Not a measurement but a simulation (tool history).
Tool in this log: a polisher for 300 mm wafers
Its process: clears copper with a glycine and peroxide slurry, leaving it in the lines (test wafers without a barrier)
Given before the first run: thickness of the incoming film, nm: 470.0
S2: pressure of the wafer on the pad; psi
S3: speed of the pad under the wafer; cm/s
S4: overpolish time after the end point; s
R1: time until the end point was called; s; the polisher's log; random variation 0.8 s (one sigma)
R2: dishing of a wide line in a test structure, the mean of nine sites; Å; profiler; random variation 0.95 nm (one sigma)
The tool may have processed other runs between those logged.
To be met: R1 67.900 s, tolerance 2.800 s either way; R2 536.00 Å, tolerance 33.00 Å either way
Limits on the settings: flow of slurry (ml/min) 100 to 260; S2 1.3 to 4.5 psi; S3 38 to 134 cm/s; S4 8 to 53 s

run 1 hour=0.0 | flow_of_slurry_(ml/min)=165 S2=2.9 S3=86 S4=27 | R1=106.370 R2=465.55
run 2 hour=4.8 | flow_of_slurry_(ml/min)=165 S2=2.9 S3=86 S4=37 | R1=102.890 R2=499.39
run 3 hour=10.2 | flow_of_slurry_(ml/min)=165 S2=2.9 S3=86 S4=42 | R1=103.130 R2=535.69
run 4 hour=18.4 | flow_of_slurry_(ml/min)=165 S2=2.9 S3=78 S4=42 | R1=111.410 R2=509.12
run 5 hour=21.9 | flow_of_slurry_(ml/min)=165 S2=2.9 S3=78 S4=37 | R1=111.310 R2=504.14
run 6 hour=29.7 | flow_of_slurry_(ml/min)=165 S2=2.9 S3=68 S4=37 | R1=122.890 R2=504.06
run 7 hour=37.2 | flow_of_slurry_(ml/min)=165 S2=3.1 S3=70 S4=36 | R1=113.080 R2=508.21
run 8 hour=46.0 | flow_of_slurry_(ml/min)=165 S2=3.3 S3=72 S4=34 | R1=108.200 R2=509.61
run 9 hour=54.4 | flow_of_slurry_(ml/min)=165 S2=3.5 S3=74 S4=33 | R1=100.650 R2=509.70
run 10 hour=58.9 | flow_of_slurry_(ml/min)=165 S2=3.6 S3=76 S4=32 | R1=96.784 R2=493.82
run 11 hour=63.4 | flow_of_slurry_(ml/min)=165 S2=3.7 S3=78 S4=33 | R1=90.622 R2=509.66
run 12 hour=67.9 | flow_of_slurry_(ml/min)=165 S2=3.8 S3=78 S4=33 | R1=90.672 R2=494.04
run 13 hour=76.5 | flow_of_slurry_(ml/min)=165 S2=3.9 S3=80 S4=34 | R1=87.407 R2=520.14
run 14 hour=80.1 | flow_of_slurry_(ml/min)=165 S2=4.0 S3=82 S4=34 | R1=83.820 R2=527.45
run 15 hour=83.9 | flow_of_slurry_(ml/min)=165 S2=4.1 S3=84 S4=34 | R1=79.495 R2=517.55
run 16 hour=88.1 | flow_of_slurry_(ml/min)=165 S2=4.2 S3=84 S4=34 | R1=78.250 R2=525.65

Which single option among these 5 for the next run brings every result within its allowed miss of target? Just one does.
run A hour=92.3 | flow_of_slurry_(ml/min)=170 S2=3.9 S3=66 S4=41 | R1=? R2=?
run B hour=92.3 | flow_of_slurry_(ml/min)=165 S2=3.8 S3=70 S4=43 | R1=? R2=?
run C hour=92.3 | flow_of_slurry_(ml/min)=205 S2=4.4 S3=90 S4=35 | R1=? R2=?
run D hour=92.3 | flow_of_slurry_(ml/min)=215 S2=4.4 S3=98 S4=20 | R1=? R2=?
run E hour=92.3 | flow_of_slurry_(ml/min)=165 S2=3.9 S3=76 S4=40 | R1=? R2=?

move=A R1=100.350 R2=549.34
move=B R1=98.124 R2=553.13
move=C R1=68.068 R2=545.90
move=D R1=62.819 R2=495.47
move=E R1=89.736 R2=548.28
A: its largest miss is bigger than the last run's
B: its largest miss is bigger than the last run's
C: every result lands within tolerance
D: the result that was furthest off in the last run now lies on the other side of its target
E: its largest miss is bigger than the last run's
C meets every target.

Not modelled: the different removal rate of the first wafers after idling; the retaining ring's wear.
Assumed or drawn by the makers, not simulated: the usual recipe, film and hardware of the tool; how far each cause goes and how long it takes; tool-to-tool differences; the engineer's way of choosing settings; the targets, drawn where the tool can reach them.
